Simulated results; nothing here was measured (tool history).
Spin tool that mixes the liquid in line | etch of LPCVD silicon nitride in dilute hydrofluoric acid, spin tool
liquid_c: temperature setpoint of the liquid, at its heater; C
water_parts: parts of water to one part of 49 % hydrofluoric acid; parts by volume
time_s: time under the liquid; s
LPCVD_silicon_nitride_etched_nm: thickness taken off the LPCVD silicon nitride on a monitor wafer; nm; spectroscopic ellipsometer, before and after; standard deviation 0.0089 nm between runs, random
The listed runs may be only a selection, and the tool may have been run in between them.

| run | hour | liquid_c | water_parts | time_s | LPCVD_silicon_nitride_etched_nm |
|---|---|---|---|---|---|
| 1 | 0.0 | 21.0 | 65 | 85 | 0.47311 |
| 2 | 3.6 | 23.0 | 65 | 85 | 0.57731 |
| 3 | 7.7 | 23.0 | 85 | 85 | 0.43954 |
| 4 | 16.5 | 22.5 | 85 | 85 | 0.41546 |
| 5 | 19.8 | 22.0 | 85 | 85 | 0.39191 |
| 6 | 22.2 | 21.5 | 85 | 85 | 0.38192 |
| 7 | 29.9 | 21.0 | 85 | 85 | 0.37379 |
| 8 | 35.0 | 20.5 | 85 | 85 | 0.37974 |
| 9 | 37.9 | 20.5 | 90 | 80 | 0.31968 |

What does the tool deliver on the next run?
| 10 | 44.3 | 20.0 | 90 | 80 | ? |

{"run 10": {"LPCVD_silicon_nitride_etched_nm": 0.29348}}
